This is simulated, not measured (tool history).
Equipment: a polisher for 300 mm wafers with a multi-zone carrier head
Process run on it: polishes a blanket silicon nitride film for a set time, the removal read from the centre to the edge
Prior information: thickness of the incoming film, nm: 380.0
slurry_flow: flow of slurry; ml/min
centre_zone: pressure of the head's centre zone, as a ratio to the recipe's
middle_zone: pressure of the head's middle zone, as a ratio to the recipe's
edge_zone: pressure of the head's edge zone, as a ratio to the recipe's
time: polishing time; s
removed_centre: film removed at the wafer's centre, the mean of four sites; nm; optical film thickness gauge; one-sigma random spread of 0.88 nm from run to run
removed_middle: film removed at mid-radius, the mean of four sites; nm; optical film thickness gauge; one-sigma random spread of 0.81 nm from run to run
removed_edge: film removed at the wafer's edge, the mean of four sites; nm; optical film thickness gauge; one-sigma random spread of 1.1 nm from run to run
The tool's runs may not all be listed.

run,day,slurry_flow,centre_zone,middle_zone,edge_zone,time,removed_centre,removed_middle,removed_edge
1,0.000,245,1.00,1.00,1.00,41,104.99,101.98,104.15
2,0.179,245,1.00,1.08,1.00,41,103.13,108.52,105.07
3,0.475,300,1.00,1.08,1.00,41,107.55,111.68,106.07
4,0.608,315,1.03,1.06,1.03,41,111.09,108.96,107.16
5,0.983,320,1.06,1.06,1.05,41,112.72,110.28,107.26
6,1.042,320,1.06,1.06,1.13,41,113.77,109.87,114.46

Run 7 is up next; what results do you expect?
7,1.083,330,1.09,1.05,1.13,41,?,?,?

Run 7 produced removed_centre 116.71 nm, removed_middle 108.86 nm, removed_edge 113.15 nm.
